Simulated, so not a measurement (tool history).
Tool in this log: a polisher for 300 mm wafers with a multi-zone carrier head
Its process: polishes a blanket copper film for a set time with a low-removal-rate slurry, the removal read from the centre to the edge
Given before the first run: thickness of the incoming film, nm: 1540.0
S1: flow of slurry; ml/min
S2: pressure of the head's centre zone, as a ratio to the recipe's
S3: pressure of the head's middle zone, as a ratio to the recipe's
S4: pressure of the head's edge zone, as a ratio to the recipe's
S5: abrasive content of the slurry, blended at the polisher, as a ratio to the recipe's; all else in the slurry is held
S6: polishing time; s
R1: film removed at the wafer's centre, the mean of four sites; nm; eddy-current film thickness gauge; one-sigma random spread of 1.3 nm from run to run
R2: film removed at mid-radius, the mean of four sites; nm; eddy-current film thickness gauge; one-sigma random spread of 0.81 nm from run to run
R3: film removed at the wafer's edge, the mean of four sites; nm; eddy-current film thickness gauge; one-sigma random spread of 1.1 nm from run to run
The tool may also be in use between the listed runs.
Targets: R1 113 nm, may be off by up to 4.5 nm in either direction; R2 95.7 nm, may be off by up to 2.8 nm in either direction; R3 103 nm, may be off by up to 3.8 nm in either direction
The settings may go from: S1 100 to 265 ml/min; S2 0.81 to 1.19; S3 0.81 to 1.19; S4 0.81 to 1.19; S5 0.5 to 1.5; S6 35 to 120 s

run 1 hour=0 | S1=170 S2=1 S3=1 S4=1 S5=1 S6=77 | R1=189.38 R2=185.77 R3=185.96
run 2 hour=2.2 | S1=170 S2=0.97 S3=1 S4=1 S5=1 S6=77 | R1=182.67 R2=188.67 R3=182.52
run 3 hour=9.3 | S1=160 S2=0.98 S3=0.94 S4=0.95 S5=0.85 S6=67 | R1=155.9 R2=146.17 R3=152.73
run 4 hour=13.6 | S1=160 S2=0.98 S3=0.94 S4=0.95 S5=0.85 S6=52 | R1=119.94 R2=116.61 R3=117.79
run 5 hour=22.2 | S1=155 S2=0.99 S3=0.92 S4=0.92 S5=0.75 S6=51 | R1=115.1 R2=106.98 R3=108.29
run 6 hour=29.3 | S1=145 S2=1 S3=0.9 S4=0.91 S5=0.75 S6=51 | R1=115.25 R2=104.76 R3=110.05
run 7 hour=38 | S1=145 S2=1 S3=0.9 S4=0.91 S5=0.75 S6=51 | R1=117.15 R2=106.85 R3=111.33
run 8 hour=46.7 | S1=150 S2=1 S3=0.88 S4=0.89 S5=0.7 S6=51 | R1=114.44 R2=102.48 R3=107.66
run 9 hour=55.8 | S1=145 S2=1.01 S3=0.87 S4=0.87 S5=0.7 S6=51 | R1=116.45 R2=102.59 R3=107
run 10 hour=57.5 | S1=140 S2=1.01 S3=0.86 S4=0.86 S5=0.7 S6=51 | R1=115.8 R2=100.66 R3=106.93
run 11 hour=60.9 | S1=140 S2=1.01 S3=0.86 S4=0.86 S5=0.7 S6=51 | R1=114.54 R2=100.74 R3=107.33

5 candidate next runs follow, results not yet known. Just one meets every target within its allowed miss. Identify it.
run A hour=64.3 | S1=100 S2=0.97 S3=0.81 S4=0.92 S5=0.95 S6=52 | R1=? R2=? R3=?
run B hour=64.3 | S1=125 S2=1.16 S3=0.81 S4=0.87 S5=0.65 S6=51 | R1=? R2=? R3=?
run C hour=64.3 | S1=120 S2=1.14 S3=0.81 S4=0.91 S5=0.55 S6=51 | R1=? R2=? R3=?
run D hour=64.3 | S1=115 S2=1.01 S3=0.83 S4=0.83 S5=1.1 S6=48 | R1=? R2=? R3=?
run E hour=64.3 | S1=145 S2=1.06 S3=0.91 S4=0.81 S5=0.7 S6=50 | R1=? R2=? R3=?

move=A R1=110.74 R2=97.124 R3=112.32
move=B R1=126.81 R2=92.316 R3=102.98
move=C R1=120.26 R2=89.183 R3=101.74
move=D R1=112.55 R2=96.339 R3=103.46
move=E R1=118.11 R2=103.3 R3=100.58
A: brings the result that was furthest off to its target, and leaves another outside
B: carries the result that was furthest off beyond its target, to the other side
C: carries the result that was furthest off beyond its target, to the other side
D: every result within its allowed miss
E: misses by more than the last run did
Move D is the one to make.

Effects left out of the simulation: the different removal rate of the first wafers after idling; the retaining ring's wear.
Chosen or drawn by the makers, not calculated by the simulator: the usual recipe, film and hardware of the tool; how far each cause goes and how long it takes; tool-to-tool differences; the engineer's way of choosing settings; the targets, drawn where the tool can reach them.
